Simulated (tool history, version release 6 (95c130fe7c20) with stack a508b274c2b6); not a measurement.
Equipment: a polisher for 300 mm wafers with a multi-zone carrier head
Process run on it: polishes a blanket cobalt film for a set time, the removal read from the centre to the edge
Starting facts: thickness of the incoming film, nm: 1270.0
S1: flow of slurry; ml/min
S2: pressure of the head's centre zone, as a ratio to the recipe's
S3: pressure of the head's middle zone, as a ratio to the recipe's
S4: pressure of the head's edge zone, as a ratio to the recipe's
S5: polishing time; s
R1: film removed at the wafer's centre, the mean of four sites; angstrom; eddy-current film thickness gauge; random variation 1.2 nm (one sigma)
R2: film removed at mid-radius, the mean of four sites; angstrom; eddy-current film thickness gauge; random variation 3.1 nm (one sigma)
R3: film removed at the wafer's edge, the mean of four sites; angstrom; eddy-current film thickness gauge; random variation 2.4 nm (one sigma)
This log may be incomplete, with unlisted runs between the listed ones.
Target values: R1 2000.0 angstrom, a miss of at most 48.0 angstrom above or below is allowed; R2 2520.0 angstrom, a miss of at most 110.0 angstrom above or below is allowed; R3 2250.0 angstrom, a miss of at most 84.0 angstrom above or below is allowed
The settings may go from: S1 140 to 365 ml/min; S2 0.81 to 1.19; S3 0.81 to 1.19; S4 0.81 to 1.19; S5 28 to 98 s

run,hour,S1,S2,S3,S4,S5,R1,R2,R3
1,0.0,235,1.00,1.00,1.00,63,4605.4,4412.9,4587.8
2,3.0,215,0.96,1.01,0.96,56,3908.8,4001.5,3937.1
3,8.1,215,0.96,1.01,0.90,56,3906.7,3956.7,3822.2
4,13.9,215,1.00,1.01,0.90,56,4088.0,4042.6,3789.9
5,20.6,215,1.00,1.01,0.83,56,4084.3,4003.9,3683.6
6,27.8,215,1.00,1.01,0.89,56,4059.7,4059.0,3827.1
7,32.2,200,0.96,1.01,0.88,51,3488.5,3542.3,3449.8
8,41.0,195,0.94,1.03,0.87,47,3120.6,3346.2,3123.3
9,49.4,155,0.84,1.02,0.83,29,1645.6,1964.6,1828.1
10,53.5,180,0.84,1.03,0.85,29,1706.9,2041.3,1902.1
11,58.3,205,0.84,1.05,0.87,29,1751.4,2077.6,1941.7
12,61.3,210,0.84,1.08,0.89,29,1769.1,2173.6,1949.1
13,68.3,225,0.84,1.09,0.92,29,1764.6,2173.4,2011.3
14,69.5,270,0.90,1.19,0.96,34,2310.9,2894.0,2413.7
15,76.3,270,0.90,1.19,0.96,34,2310.2,2833.6,2433.3
16,79.7,255,0.89,1.18,0.96,34,2265.4,2800.6,2426.5
17,80.5,255,0.88,1.17,0.95,34,2233.3,2801.9,2426.7
18,83.8,250,0.87,1.16,0.94,34,2206.1,2752.7,2405.3
19,90.8,240,0.86,1.15,0.93,34,2155.7,2709.3,2364.2

Which of these 4 next moves meets every target?
A,97.8,210,0.90,1.10,0.96,35,?,?,?
B,97.8,220,0.86,1.13,0.96,32,?,?,?
C,97.8,215,0.93,0.99,1.13,33,?,?,?
D,97.8,180,0.82,1.12,0.96,35,?,?,?

move,R1,R2,R3
A,2273.8,2667.3,2427.3
B,2001.8,2513.1,2230.2
C,2223.2,2310.1,2490.5
D,2009.9,2638.5,2379.4
A: the biggest miss grows against the last run
B: every result lands within tolerance
C: the biggest miss grows against the last run
D: gets the furthest-off result to its target, but another result is out of tolerance
Correct choice: B, which meets every target
